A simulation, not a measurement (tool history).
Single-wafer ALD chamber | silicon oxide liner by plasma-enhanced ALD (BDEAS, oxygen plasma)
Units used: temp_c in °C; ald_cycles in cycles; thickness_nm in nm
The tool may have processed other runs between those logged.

Run 1, hour 0: temp_c 325 °C, ald_cycles 60 cycles. Result: thickness_nm 5.4132 nm.
Run 2, hour 6.4: temp_c 325 °C, ald_cycles 57 cycles. Result: thickness_nm 5.1029 nm.
Run 3, hour 7.4: temp_c 324 °C, ald_cycles 61 cycles. Result: thickness_nm 5.4506 nm.
Run 4, hour 15.6: temp_c 324 °C, ald_cycles 65 cycles. Result: thickness_nm 5.8755 nm.
Run 5, hour 22: temp_c 324 °C, ald_cycles 67 cycles. Result: thickness_nm 6.046 nm.
Run 6, hour 29.8: temp_c 316 °C, ald_cycles 67 cycles. Result: thickness_nm 6.1541 nm.

Estimate the outcome of run 7 from the log above:
Run 7, hour 32: temp_c 316 °C, ald_cycles 68 cycles. Result: thickness_nm ?.

For run 7 the tool returned thickness_nm 6.1812 nm.

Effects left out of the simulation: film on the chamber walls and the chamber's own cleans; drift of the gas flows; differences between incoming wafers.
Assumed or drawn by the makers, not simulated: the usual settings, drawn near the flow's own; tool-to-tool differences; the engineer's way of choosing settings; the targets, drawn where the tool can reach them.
